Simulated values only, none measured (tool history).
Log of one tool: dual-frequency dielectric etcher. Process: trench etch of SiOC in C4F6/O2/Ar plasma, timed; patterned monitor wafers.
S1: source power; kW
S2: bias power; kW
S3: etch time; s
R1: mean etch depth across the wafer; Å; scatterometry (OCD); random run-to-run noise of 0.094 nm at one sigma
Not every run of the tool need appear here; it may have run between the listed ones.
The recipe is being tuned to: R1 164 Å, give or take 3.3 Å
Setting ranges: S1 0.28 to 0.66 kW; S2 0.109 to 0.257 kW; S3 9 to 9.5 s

{"run": 1, "day": 0.0, "S1": 0.47, "S2": 0.183, "S3": 9.5, "R1": 209.45}
{"run": 2, "day": 0.275, "S1": 0.47, "S2": 0.215, "S3": 9.5, "R1": 228.27}
{"run": 3, "day": 0.517, "S1": 0.43, "S2": 0.215, "S3": 9.5, "R1": 219.96}
{"run": 4, "day": 0.85, "S1": 0.4, "S2": 0.201, "S3": 9.5, "R1": 208.24}
{"run": 5, "day": 0.9, "S1": 0.48, "S2": 0.201, "S3": 9.5, "R1": 220.36}
{"run": 6, "day": 1.167, "S1": 0.45, "S2": 0.187, "S3": 9.5, "R1": 208.6}
{"run": 7, "day": 1.383, "S1": 0.42, "S2": 0.177, "S3": 9.5, "R1": 200.75}
{"run": 8, "day": 1.425, "S1": 0.4, "S2": 0.167, "S3": 9.5, "R1": 190.48}
{"run": 9, "day": 1.446, "S1": 0.38, "S2": 0.162, "S3": 9.5, "R1": 185.83}
{"run": 10, "day": 1.812, "S1": 0.36, "S2": 0.158, "S3": 9.5, "R1": 178.14}
{"run": 11, "day": 1.975, "S1": 0.35, "S2": 0.157, "S3": 9.5, "R1": 176.29}
{"run": 12, "day": 2.329, "S1": 0.34, "S2": 0.156, "S3": 9.5, "R1": 175.18}
{"run": 13, "day": 2.596, "S1": 0.28, "S2": 0.141, "S3": 9.5, "R1": 157.55}
{"run": 14, "day": 2.775, "S1": 0.29, "S2": 0.141, "S3": 9.5, "R1": 156.8}
{"run": 15, "day": 3.042, "S1": 0.35, "S2": 0.148, "S3": 9.5, "R1": 171.7}
{"run": 16, "day": 3.262, "S1": 0.34, "S2": 0.148, "S3": 9.5, "R1": 171.57}
{"run": 17, "day": 3.317, "S1": 0.34, "S2": 0.148, "S3": 9.5, "R1": 171.65}
{"run": 18, "day": 3.646, "S1": 0.33, "S2": 0.148, "S3": 9.5, "R1": 167.44}

Which of these 4 next moves meets every target?
{"run": "A", "day": 3.975, "S1": 0.31, "S2": 0.161, "S3": 9.5, "R1": "?"}
{"run": "B", "day": 3.975, "S1": 0.28, "S2": 0.154, "S3": 9, "R1": "?"}
{"run": "C", "day": 3.975, "S1": 0.3, "S2": 0.146, "S3": 9.5, "R1": "?"}
{"run": "D", "day": 3.975, "S1": 0.36, "S2": 0.161, "S3": 9, "R1": "?"}

move=A R1=171.47
move=B R1=154.12
move=C R1=161.17
move=D R1=169.74
A: its largest miss is bigger than the last run's
B: carries the result that was furthest off beyond its target, to the other side
C: each result inside its tolerance
D: its largest miss is bigger than the last run's
C is the move that brings every result within its allowed miss.

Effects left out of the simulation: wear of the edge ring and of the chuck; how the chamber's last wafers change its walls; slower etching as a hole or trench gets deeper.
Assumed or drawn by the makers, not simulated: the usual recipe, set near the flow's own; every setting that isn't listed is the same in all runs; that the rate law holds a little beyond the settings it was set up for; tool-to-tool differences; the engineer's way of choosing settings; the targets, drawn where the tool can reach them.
